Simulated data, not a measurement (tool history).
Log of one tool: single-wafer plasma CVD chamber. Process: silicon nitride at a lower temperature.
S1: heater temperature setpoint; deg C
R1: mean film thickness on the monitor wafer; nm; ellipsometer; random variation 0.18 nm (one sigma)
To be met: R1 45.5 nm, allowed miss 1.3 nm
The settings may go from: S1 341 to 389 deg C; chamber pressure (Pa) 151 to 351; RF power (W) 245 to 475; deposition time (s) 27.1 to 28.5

Run 1, hour 0: S1 365 deg C, chamber pressure (Pa) 251, RF power (W) 360, deposition time (s) 28.5. Result: R1 40.514 nm.
Run 2, hour 1.2: S1 365 deg C, chamber pressure (Pa) 264, RF power (W) 370, deposition time (s) 28.5. Result: R1 41.544 nm.
Run 3, hour 4.3: S1 365 deg C, chamber pressure (Pa) 264, RF power (W) 340, deposition time (s) 28.5. Result: R1 39.794 nm.
Run 4, hour 10.7: S1 365 deg C, chamber pressure (Pa) 276, RF power (W) 355, deposition time (s) 28.5. Result: R1 41.004 nm.
Run 5, hour 17.4: S1 357 deg C, chamber pressure (Pa) 276, RF power (W) 355, deposition time (s) 28.5. Result: R1 41.521 nm.
Run 6, hour 23.1: S1 357 deg C, chamber pressure (Pa) 285, RF power (W) 365, deposition time (s) 28.5. Result: R1 41.815 nm.
Run 7, hour 30.4: S1 357 deg C, chamber pressure (Pa) 291, RF power (W) 380, deposition time (s) 28.5. Result: R1 43.563 nm.
Run 8, hour 36.4: S1 357 deg C, chamber pressure (Pa) 295, RF power (W) 385, deposition time (s) 28.5. Result: R1 43.579 nm.

5 next moves are on the table. One of them brings every result within its allowed miss. Which?
Run A, hour 42.4: S1 355 deg C, chamber pressure (Pa) 295, RF power (W) 385, deposition time (s) 28.3. Result: R1 ?.
Run B, hour 42.4: S1 352 deg C, chamber pressure (Pa) 333, RF power (W) 415, deposition time (s) 27.3. Result: R1 ?.
Run C, hour 42.4: S1 363 deg C, chamber pressure (Pa) 347, RF power (W) 375, deposition time (s) 27.1. Result: R1 ?.
Run D, hour 42.4: S1 362 deg C, chamber pressure (Pa) 292, RF power (W) 420, deposition time (s) 27.1. Result: R1 ?.
Run E, hour 42.4: S1 372 deg C, chamber pressure (Pa) 285, RF power (W) 380, deposition time (s) 28.5. Result: R1 ?.

move      R1
   A  43.536
   B  45.078
   C  42.714
   D  43.365
   E  42.909
A: as far off as the last run
B: meets every target
C: further off than the last run
D: further off than the last run
E: further off than the last run
Answer: B
